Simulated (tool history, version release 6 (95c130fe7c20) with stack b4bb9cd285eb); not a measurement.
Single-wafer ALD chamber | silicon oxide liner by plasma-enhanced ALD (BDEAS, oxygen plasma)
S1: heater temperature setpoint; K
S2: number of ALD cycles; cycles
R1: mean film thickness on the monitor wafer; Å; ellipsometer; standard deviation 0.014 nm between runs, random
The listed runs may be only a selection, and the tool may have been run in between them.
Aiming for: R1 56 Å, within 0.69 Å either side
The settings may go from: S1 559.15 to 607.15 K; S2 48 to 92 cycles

run  hour      S1  S2      R1
  1     0  583.15  70  61.561
  2     3  585.15  68  59.868
  3   9.5  585.15  73  64.423
  4  17.7  586.15  70  61.118
  5  21.6  586.15  73  64.044
  6  23.9  586.15  81  71.299
  7  32.8  589.15  75  65.564
  8  36.4  590.15  71   61.92
  9  37.1  591.15  69  60.178
 10  37.8  594.15  63   54.61

Which single option among these 5 for the next run brings every result within its allowed miss of target? Just one does.
  A  38.5  596.15  61   ?
  B  38.5  596.15  67   ?
  C  38.5  603.15  68   ?
  D  38.5  595.15  65   ?
  E  38.5  604.15  67   ?

move      R1
   A  52.656
   B  57.835
   C  58.084
   D  56.193
   E  57.143
A: further off than the last run
B: the result that was furthest off in the last run now lies on the other side of its target
C: the result that was furthest off in the last run now lies on the other side of its target
D: every result within its allowed miss
E: the result that was furthest off in the last run now lies on the other side of its target
Go with D: it meets all targets.
